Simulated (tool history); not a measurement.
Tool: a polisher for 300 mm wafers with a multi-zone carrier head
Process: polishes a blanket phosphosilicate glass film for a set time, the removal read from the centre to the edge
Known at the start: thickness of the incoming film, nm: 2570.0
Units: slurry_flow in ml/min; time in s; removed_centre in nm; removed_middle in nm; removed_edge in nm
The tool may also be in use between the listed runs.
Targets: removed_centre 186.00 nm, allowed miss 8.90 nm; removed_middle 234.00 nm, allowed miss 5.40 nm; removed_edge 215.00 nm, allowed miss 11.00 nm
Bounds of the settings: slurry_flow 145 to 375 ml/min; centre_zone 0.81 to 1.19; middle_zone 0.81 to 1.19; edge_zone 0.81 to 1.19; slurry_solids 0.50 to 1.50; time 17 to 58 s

run    day  slurry_flow  centre_zone  middle_zone  edge_zone  slurry_solids  time  removed_centre  removed_middle  removed_edge
  1  0.000          240         1.00         1.00       1.00           1.00    37          208.57          215.96        202.50
  2  0.246          240         1.07         1.00       1.00           1.00    37          223.89          214.20        204.63
  3  0.358          240         1.07         1.00       1.00           0.80    37          209.51          199.90        189.52
  4  0.383          250         1.04         1.02       1.03           0.80    37          198.57          202.99        201.30
  5  0.746          260         1.03         1.04       1.03           0.80    37          199.72          208.23        196.15
  6  0.879          260         0.99         1.04       1.03           0.80    37          194.89          206.79        196.95
     1.062  -- slurry nozzle cleaned
  7  1.062          305         0.89         1.14       1.13           0.85    37          189.26          242.57        219.44
  8  1.233          275         0.89         1.12       1.12           0.85    37          188.96          240.22        222.69
  9  1.425          275         0.89         1.12       1.11           0.85    37          188.26          238.58        218.23

Which of these 4 next moves meets every target?
  A  1.617          260         0.89         1.08       1.16           0.85    36               ?               ?             ?
  B  1.617          215         0.88         1.10       1.10           1.05    35               ?               ?             ?
  C  1.617          310         0.86         1.12       1.09           0.80    38               ?               ?             ?
  D  1.617          160         0.85         1.16       1.15           0.95    38               ?               ?             ?

move  removed_centre  removed_middle  removed_edge
   A          184.44          224.95        211.76
   B          185.39          232.87        210.97
   C          187.90          244.30        214.93
   D          180.67          247.04        220.67
A: takes the result that was furthest off past its target
B: meets every target
C: further off than the last run
D: further off than the last run
Move B is the one to make.
